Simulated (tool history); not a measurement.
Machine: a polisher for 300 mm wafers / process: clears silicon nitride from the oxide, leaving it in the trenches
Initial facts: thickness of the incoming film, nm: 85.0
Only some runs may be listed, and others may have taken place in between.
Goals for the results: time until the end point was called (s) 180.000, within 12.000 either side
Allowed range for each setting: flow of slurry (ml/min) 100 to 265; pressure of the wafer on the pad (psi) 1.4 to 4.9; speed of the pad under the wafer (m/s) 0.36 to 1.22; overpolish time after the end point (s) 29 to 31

run  hour  flow of slurry (ml/min)  pressure of the wafer on the pad (psi)  speed of the pad under the wafer (m/s)  overpolish time after the end point (s)  time until the end point was called (s)
  1   0.0                      170                                     3.1                                    0.78                                       29                                  103.720
  2   6.9                      140                                     3.1                                    0.78                                       29                                  107.320
  3   9.2                      140                                     3.6                                    0.78                                       29                                   94.115
  4  12.5                      140                                     3.2                                    0.76                                       29                                  107.050
  5  19.0                      105                                     3.2                                    0.76                                       29                                  114.680
  6  23.4                      105                                     3.2                                    0.76                                       31                                  114.310
  7  31.1                      105                                     2.9                                    0.74                                       31                                  128.610
  8  34.0                      105                                     2.7                                    0.74                                       31                                  135.800
  9  35.4                      105                                     2.5                                    0.74                                       31                                  149.470
 10  37.6                      105                                     2.4                                    0.74                                       31                                  155.290
 11  39.4                      105                                     2.3                                    0.74                                       31                                  157.190
 12  46.7                      105                                     2.3                                    0.74                                       31                                  157.550

Exercise: of the 4 proposed moves below, exactly one satisfies all targets within the stated allowed misses. Which move is it?
  A  54.0                      115                                     2.5                                    0.82                                       29                                        ?
  B  54.0                      110                                     2.0                                    0.76                                       29                                        ?
  C  54.0                      120                                     2.4                                    0.86                                       31                                        ?
  D  54.0                      115                                     2.0                                    0.86                                       29                                        ?

move  time until the end point was called (s)
   A                                  134.130
   B                                  180.820
   C                                  131.860
   D                                  158.610
A: the biggest miss grows against the last run
B: in spec on every target
C: the biggest miss grows against the last run
D: as far off as the last run
Answer: B
